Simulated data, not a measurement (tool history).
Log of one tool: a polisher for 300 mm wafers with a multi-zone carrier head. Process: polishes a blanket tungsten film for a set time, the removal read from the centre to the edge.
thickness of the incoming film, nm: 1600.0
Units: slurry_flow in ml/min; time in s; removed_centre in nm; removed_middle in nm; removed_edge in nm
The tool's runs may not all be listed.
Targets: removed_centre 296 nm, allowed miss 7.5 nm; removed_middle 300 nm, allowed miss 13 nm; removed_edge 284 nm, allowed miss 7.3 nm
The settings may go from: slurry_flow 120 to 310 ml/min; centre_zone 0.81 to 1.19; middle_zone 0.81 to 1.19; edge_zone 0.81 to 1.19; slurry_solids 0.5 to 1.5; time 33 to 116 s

Run 1, hour 0: slurry_flow 200 ml/min, centre_zone 1, middle_zone 1, edge_zone 1, slurry_solids 1, time 74 s. Result: removed_centre 363.22 nm, removed_middle 368.41 nm, removed_edge 362.95 nm.
Run 2, hour 2.2: slurry_flow 230 ml/min, centre_zone 1, middle_zone 1, edge_zone 1, slurry_solids 1, time 74 s. Result: removed_centre 368.87 nm, removed_middle 372.86 nm, removed_edge 370.85 nm.
Run 3, hour 7.4: slurry_flow 210 ml/min, centre_zone 0.98, middle_zone 0.98, edge_zone 0.94, slurry_solids 0.85, time 73 s. Result: removed_centre 341.56 nm, removed_middle 352.79 nm, removed_edge 339.12 nm.
Run 4, hour 9.5: slurry_flow 210 ml/min, centre_zone 0.98, middle_zone 0.98, edge_zone 0.94, slurry_solids 0.85, time 80 s. Result: removed_centre 372.38 nm, removed_middle 381.37 nm, removed_edge 373.3 nm.
Run 5, hour 15.3: slurry_flow 195 ml/min, centre_zone 0.98, middle_zone 0.96, edge_zone 0.9, slurry_solids 0.75, time 77 s. Result: removed_centre 349.06 nm, removed_middle 352.96 nm, removed_edge 338.8 nm.
Run 6, hour 16.4: slurry_flow 180 ml/min, centre_zone 0.97, middle_zone 0.94, edge_zone 0.87, slurry_solids 0.65, time 76 s. Result: removed_centre 329.21 nm, removed_middle 325.09 nm, removed_edge 326.73 nm.
Run 7, hour 20.4: slurry_flow 180 ml/min, centre_zone 0.97, middle_zone 0.95, edge_zone 0.85, slurry_solids 0.6, time 74 s. Result: removed_centre 314.67 nm, removed_middle 327.05 nm, removed_edge 304.61 nm.
Run 8, hour 28.9: slurry_flow 170 ml/min, centre_zone 0.97, middle_zone 0.94, edge_zone 0.84, slurry_solids 0.55, time 74 s. Result: removed_centre 309.38 nm, removed_middle 316.03 nm, removed_edge 298.06 nm.
Run 9, hour 30.4: slurry_flow 140 ml/min, centre_zone 0.96, middle_zone 0.93, edge_zone 0.81, slurry_solids 0.5, time 73 s. Result: removed_centre 284.81 nm, removed_middle 287.92 nm, removed_edge 276.77 nm.

5 next moves are on the table. One of them brings every result within its allowed miss. Which?
Run A, hour 31.9: slurry_flow 120 ml/min, centre_zone 0.95, middle_zone 0.95, edge_zone 0.81, slurry_solids 0.5, time 74 s. Result: removed_centre ?, removed_middle ?, removed_edge ?.
Run B, hour 31.9: slurry_flow 120 ml/min, centre_zone 1.01, middle_zone 0.85, edge_zone 0.84, slurry_solids 0.6, time 70 s. Result: removed_centre ?, removed_middle ?, removed_edge ?.
Run C, hour 31.9: slurry_flow 140 ml/min, centre_zone 0.99, middle_zone 0.86, edge_zone 0.85, slurry_solids 0.6, time 68 s. Result: removed_centre ?, removed_middle ?, removed_edge ?.
Run D, hour 31.9: slurry_flow 125 ml/min, centre_zone 0.99, middle_zone 0.81, edge_zone 0.87, slurry_solids 0.65, time 74 s. Result: removed_centre ?, removed_middle ?, removed_edge ?.
Run E, hour 31.9: slurry_flow 170 ml/min, centre_zone 0.95, middle_zone 0.92, edge_zone 0.81, slurry_solids 0.55, time 72 s. Result: removed_centre ?, removed_middle ?, removed_edge ?.

move  removed_centre  removed_middle  removed_edge
   A          276.81          285.17        274.32
   B          286.01          257.04        271.22
   C          284.19          261.25        271.85
   D          303.63          269.43        297.24
   E          297.79          297.05        285.77
A: further off than the last run
B: further off than the last run
C: further off than the last run
D: takes the result that was furthest off past its target
E: meets every target
The right move is E.
